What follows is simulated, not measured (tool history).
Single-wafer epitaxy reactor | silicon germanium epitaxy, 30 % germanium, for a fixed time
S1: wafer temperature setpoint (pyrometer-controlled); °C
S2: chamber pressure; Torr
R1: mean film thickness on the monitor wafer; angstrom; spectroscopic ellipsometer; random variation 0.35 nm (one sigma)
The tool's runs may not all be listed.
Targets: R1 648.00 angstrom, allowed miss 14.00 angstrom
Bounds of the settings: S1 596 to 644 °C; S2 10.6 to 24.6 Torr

{"run": 1, "day": 0.0, "S1": 620, "S2": 17.6, "R1": 821.35}
{"run": 2, "day": 0.129, "S1": 617, "S2": 17.5, "R1": 783.17}
{"run": 3, "day": 0.325, "S1": 617, "S2": 16.1, "R1": 750.05}
{"run": 4, "day": 0.662, "S1": 615, "S2": 16.1, "R1": 717.32}
{"run": 5, "day": 0.854, "S1": 621, "S2": 16.1, "R1": 800.53}
{"run": 6, "day": 1.096, "S1": 618, "S2": 16.0, "R1": 764.01}
{"run": 7, "day": 1.233, "S1": 616, "S2": 16.0, "R1": 737.67}
{"run": 8, "day": 1.458, "S1": 614, "S2": 16.0, "R1": 705.55}

4 next moves are on the table. One of them brings every result within its allowed miss. Which?
{"run": "A", "day": 1.683, "S1": 612, "S2": 16.3, "R1": "?"}
{"run": "B", "day": 1.683, "S1": 610, "S2": 16.0, "R1": "?"}
{"run": "C", "day": 1.683, "S1": 616, "S2": 17.1, "R1": "?"}
{"run": "D", "day": 1.683, "S1": 618, "S2": 15.5, "R1": "?"}

move=A R1=681.72
move=B R1=651.33
move=C R1=749.47
move=D R1=750.12
A: nearer than the last run, and not there yet
B: meets every target
C: further off than the last run
D: further off than the last run
The right move is B.
